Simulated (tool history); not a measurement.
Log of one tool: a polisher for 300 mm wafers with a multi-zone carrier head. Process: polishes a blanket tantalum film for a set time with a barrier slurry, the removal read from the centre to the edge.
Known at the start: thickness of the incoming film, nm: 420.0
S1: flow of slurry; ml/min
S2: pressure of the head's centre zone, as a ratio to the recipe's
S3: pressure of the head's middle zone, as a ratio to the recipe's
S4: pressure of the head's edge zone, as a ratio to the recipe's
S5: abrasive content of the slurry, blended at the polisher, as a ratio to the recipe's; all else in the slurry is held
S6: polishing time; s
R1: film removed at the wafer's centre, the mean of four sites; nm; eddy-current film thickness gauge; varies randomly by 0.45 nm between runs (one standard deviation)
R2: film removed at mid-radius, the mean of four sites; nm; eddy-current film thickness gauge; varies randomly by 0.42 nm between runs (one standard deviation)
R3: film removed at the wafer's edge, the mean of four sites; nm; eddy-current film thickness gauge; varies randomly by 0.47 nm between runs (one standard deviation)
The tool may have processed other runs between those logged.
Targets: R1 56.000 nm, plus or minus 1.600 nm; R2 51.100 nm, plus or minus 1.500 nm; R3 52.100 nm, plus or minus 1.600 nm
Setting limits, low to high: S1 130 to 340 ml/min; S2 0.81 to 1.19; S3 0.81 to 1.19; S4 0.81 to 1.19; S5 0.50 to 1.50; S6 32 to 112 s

run,day,S1,S2,S3,S4,S5,S6,R1,R2,R3
1,0.000,220,1.00,1.00,1.00,1.00,72,73.825,73.934,77.696
2,0.229,220,1.00,1.00,1.00,1.00,82,83.845,85.324,89.388
3,0.300,220,1.01,0.98,0.95,0.85,75,74.785,72.502,75.434
4,0.429,220,1.06,0.98,0.95,0.85,75,78.112,72.590,75.840
# day 0.638: slurry nozzle cleaned
5,0.638,220,1.15,0.98,0.95,0.85,75,88.932,76.546,79.676
6,0.917,235,1.10,0.96,0.91,0.75,70,77.605,68.116,70.198
7,1.004,225,1.07,0.95,0.88,0.65,67,69.995,61.042,64.055
8,1.146,225,1.05,0.96,0.86,0.60,64,63.636,58.468,58.833
9,1.204,210,1.04,0.95,0.84,0.55,63,60.211,55.591,55.960
10,1.508,160,1.03,0.92,0.81,0.50,62,54.422,49.220,51.745

Of the 4 settings listed for the next run, only one would bring every result within its allowed miss of target. Which one?
A,1.812,155,0.99,0.96,0.82,0.50,61,?,?,?
B,1.812,230,1.04,0.98,0.92,0.50,56,?,?,?
C,1.812,195,1.08,0.87,0.81,0.55,57,?,?,?
D,1.812,185,1.04,0.93,0.81,0.50,62,?,?,?

move,R1,R2,R3
A,50.349,50.069,50.178
B,52.308,50.070,50.720
C,55.022,46.196,49.492
D,55.739,51.298,52.073
A: brings the result that was furthest off to its target, and leaves another outside
B: brings the result that was furthest off to its target, and leaves another outside
C: moves away from the targets compared with the last run
D: in spec on every target
D is the move that brings every result within its allowed miss.
